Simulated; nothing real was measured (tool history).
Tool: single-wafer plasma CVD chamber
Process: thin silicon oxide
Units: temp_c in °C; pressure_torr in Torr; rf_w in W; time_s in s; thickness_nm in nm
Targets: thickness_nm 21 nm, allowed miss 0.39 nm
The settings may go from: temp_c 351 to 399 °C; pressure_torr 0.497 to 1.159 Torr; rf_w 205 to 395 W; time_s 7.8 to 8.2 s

run	hour	temp_c	pressure_torr	rf_w	time_s	thickness_nm
1	0	375	0.828	300	8.2	16.868
2	4.8	375	0.699	300	8.2	14.102
3	7.3	375	0.798	300	8.2	16.282
4	15	375	0.798	265	8.2	15.263
5	23.8	383	0.798	265	8.2	15.012
6	25.8	383	0.798	235	8.2	14.03
7	32.9	381	0.901	235	8.2	15.725
8	40.9	380	0.989	235	8.2	16.943
9	46.6	379	1.047	245	8.2	18.256
10	52.2	378	1.085	250	8.2	19.135
11	57.2	377	1.11	255	8.2	19.653
12	62.9	377	1.127	260	8.2	20.026
13	71.4	376	1.138	265	8.2	20.322

Which of these 5 next moves meets every target?
A	79.9	376	1.159	280	8.1	?
B	79.9	384	1.109	260	8.2	?
C	79.9	370	1.143	305	8.1	?
D	79.9	379	1.119	265	8.2	?
E	79.9	391	1.08	280	7.9	?

move	thickness_nm
A	21.001
B	19.636
C	21.858
D	20.048
E	19.31
A: meets every target
B: further off than the last run
C: takes the result that was furthest off past its target
D: further off than the last run
E: further off than the last run
The right move is A.
